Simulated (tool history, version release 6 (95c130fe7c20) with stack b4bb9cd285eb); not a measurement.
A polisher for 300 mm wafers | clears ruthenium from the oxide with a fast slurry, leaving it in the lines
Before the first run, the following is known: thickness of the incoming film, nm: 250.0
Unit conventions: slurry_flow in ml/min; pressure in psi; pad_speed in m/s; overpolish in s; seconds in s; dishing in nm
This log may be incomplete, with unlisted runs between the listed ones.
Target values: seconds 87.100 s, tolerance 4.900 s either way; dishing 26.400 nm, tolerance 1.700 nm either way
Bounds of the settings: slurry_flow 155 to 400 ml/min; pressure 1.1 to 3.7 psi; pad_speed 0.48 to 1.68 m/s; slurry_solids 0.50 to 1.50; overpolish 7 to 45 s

Run 1, hour 0.0: slurry_flow 255 ml/min, pressure 2.4 psi, pad_speed 1.08 m/s, slurry_solids 1.00, overpolish 23 s. Result: seconds 64.223 s, dishing 27.803 nm.
Run 2, hour 8.5: slurry_flow 255 ml/min, pressure 2.4 psi, pad_speed 1.32 m/s, slurry_solids 1.00, overpolish 23 s. Result: seconds 56.818 s, dishing 28.168 nm.
Run 3, hour 11.0: slurry_flow 255 ml/min, pressure 2.4 psi, pad_speed 1.32 m/s, slurry_solids 1.00, overpolish 31 s. Result: seconds 55.393 s, dishing 29.235 nm.
Run 4, hour 17.1: slurry_flow 215 ml/min, pressure 2.4 psi, pad_speed 1.32 m/s, slurry_solids 1.00, overpolish 31 s. Result: seconds 55.815 s, dishing 28.430 nm.
Run 5, hour 19.6: slurry_flow 215 ml/min, pressure 2.4 psi, pad_speed 1.32 m/s, slurry_solids 0.90, overpolish 31 s. Result: seconds 60.667 s, dishing 28.649 nm.
Run 6, hour 28.3: slurry_flow 215 ml/min, pressure 2.2 psi, pad_speed 1.30 m/s, slurry_solids 0.90, overpolish 31 s. Result: seconds 65.338 s, dishing 28.928 nm.
Run 7, hour 31.5: slurry_flow 215 ml/min, pressure 1.6 psi, pad_speed 1.22 m/s, slurry_solids 0.90, overpolish 23 s. Result: seconds 94.278 s, dishing 24.177 nm.
Run 8, hour 38.2: slurry_flow 220 ml/min, pressure 1.6 psi, pad_speed 1.22 m/s, slurry_solids 0.90, overpolish 25 s. Result: seconds 93.133 s, dishing 24.759 nm.

4 candidate next runs follow, results not yet known. Just one meets every target within its allowed miss. Identify it.
Run A, hour 44.9: slurry_flow 240 ml/min, pressure 1.7 psi, pad_speed 1.30 m/s, slurry_solids 1.00, overpolish 26 s. Result: seconds ?, dishing ?.
Run B, hour 44.9: slurry_flow 275 ml/min, pressure 1.5 psi, pad_speed 1.18 m/s, slurry_solids 0.90, overpolish 35 s. Result: seconds ?, dishing ?.
Run C, hour 44.9: slurry_flow 245 ml/min, pressure 1.5 psi, pad_speed 1.16 m/s, slurry_solids 1.15, overpolish 27 s. Result: seconds ?, dishing ?.
Run D, hour 44.9: slurry_flow 300 ml/min, pressure 1.5 psi, pad_speed 1.16 m/s, slurry_solids 0.80, overpolish 37 s. Result: seconds ?, dishing ?.

move  seconds  dishing
   A   78.627   26.158
   B   99.329   26.564
   C   88.899   25.559
   D  107.530   26.417
A: carries the result that was furthest off beyond its target, to the other side
B: moves away from the targets compared with the last run
C: hits every target within its allowed miss
D: moves away from the targets compared with the last run
Go with C: it meets all targets.
